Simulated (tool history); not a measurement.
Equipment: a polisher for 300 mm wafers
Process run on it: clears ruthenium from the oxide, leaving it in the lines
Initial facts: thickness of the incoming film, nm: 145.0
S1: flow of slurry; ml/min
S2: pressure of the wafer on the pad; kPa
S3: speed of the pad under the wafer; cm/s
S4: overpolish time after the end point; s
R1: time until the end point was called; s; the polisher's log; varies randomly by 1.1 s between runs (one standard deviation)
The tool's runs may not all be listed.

{"run": 1, "hour": 0.0, "S1": 290, "S2": 13.8, "S3": 122, "S4": 5, "R1": 106.3}
{"run": 2, "hour": 1.4, "S1": 290, "S2": 15.9, "S3": 124, "S4": 5, "R1": 91.651}
{"run": 3, "hour": 2.5, "S1": 290, "S2": 17.9, "S3": 124, "S4": 5, "R1": 80.836}
{"run": 4, "hour": 8.8, "S1": 290, "S2": 18.6, "S3": 128, "S4": 5, "R1": 75.637}
{"run": 5, "hour": 9.8, "S1": 290, "S2": 18.6, "S3": 128, "S4": 5, "R1": 74.326}
{"run": 6, "hour": 14.2, "S1": 330, "S2": 18.6, "S3": 128, "S4": 5, "R1": 71.974}
{"run": 7, "hour": 19.5, "S1": 335, "S2": 19.3, "S3": 128, "S4": 5, "R1": 72.51}

Run 8 is up next; what results do you expect?
{"run": 8, "hour": 28.1, "S1": 335, "S2": 20.0, "S3": 130, "S4": 5, "R1": "?"}

{"run 8": {"R1": 67.273}}
